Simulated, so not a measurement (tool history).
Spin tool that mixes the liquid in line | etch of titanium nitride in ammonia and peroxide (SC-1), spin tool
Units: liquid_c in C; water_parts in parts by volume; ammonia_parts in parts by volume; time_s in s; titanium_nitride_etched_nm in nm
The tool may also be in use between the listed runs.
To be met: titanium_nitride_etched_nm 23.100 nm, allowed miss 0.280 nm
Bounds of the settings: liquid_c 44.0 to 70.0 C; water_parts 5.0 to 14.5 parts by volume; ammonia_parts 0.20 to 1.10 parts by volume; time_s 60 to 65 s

run  hour  liquid_c  water_parts  ammonia_parts  time_s  titanium_nitride_etched_nm
  1   0.0      60.0          8.0           0.60      60                      12.742
  2   3.8      60.0          8.0           0.60      65                      13.756
  3   7.1      60.0          8.0           0.75      65                      14.215
  4  13.8      61.0          8.0           0.75      65                      15.135
  5  14.4      61.0          8.0           0.55      65                      14.433
  6  16.8      61.0          8.0           0.40      65                      13.808
  7  23.1      62.0          8.0           0.40      65                      14.674
  8  29.7      63.0          8.0           0.40      65                      15.566
  9  32.4      64.0          8.0           0.40      65                      16.736
 10  41.3      65.0          8.0           0.40      65                      17.708
 11  48.2      65.5          8.0           0.40      65                      18.287
 12  54.5      66.0          8.0           0.40      65                      18.792
 13  55.1      66.5          8.0           0.40      65                      19.547
 14  61.3      67.0          8.0           0.40      65                      20.204
 15  62.2      69.5          8.0           0.40      65                      23.576
 16  64.7      69.0          8.0           0.40      65                      22.850

4 next moves are on the table. One of them brings every result within its allowed miss. Which?
  A  67.2      69.0          8.0           0.35      65                           ?
  B  67.2      67.0          8.0           0.80      65                           ?
  C  67.2      69.5          8.0           0.30      65                           ?
  D  67.2      70.0          8.5           0.35      65                           ?

move  titanium_nitride_etched_nm
   A                      22.300
   B                      22.571
   C                      22.376
   D                      22.996
A: further off than the last run
B: further off than the last run
C: further off than the last run
D: meets every target
Move D is the one to make.
